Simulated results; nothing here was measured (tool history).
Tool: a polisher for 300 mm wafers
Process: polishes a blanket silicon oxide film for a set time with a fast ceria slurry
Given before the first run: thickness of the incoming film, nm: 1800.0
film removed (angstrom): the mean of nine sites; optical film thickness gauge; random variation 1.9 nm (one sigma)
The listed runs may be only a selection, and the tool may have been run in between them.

run,hour,flow of slurry (ml/min),pressure of the wafer on the pad (psi),speed of the pad under the wafer (cm/s),polishing time (s),film removed (angstrom)
1,0.0,205,2.0,102,42,6249.6
2,2.4,205,2.0,82,42,5048.0
3,11.1,170,2.0,82,42,4919.5
4,18.8,170,2.0,82,44,5182.7
5,20.5,170,2.0,82,42,4897.5
6,26.5,165,1.7,72,42,3673.0
7,32.0,160,1.5,68,42,3056.6

The next listed run, before its measurement:
8,32.7,145,0.9,60,42,?

{"run 8": {"film removed (angstrom)": 1698.4}}
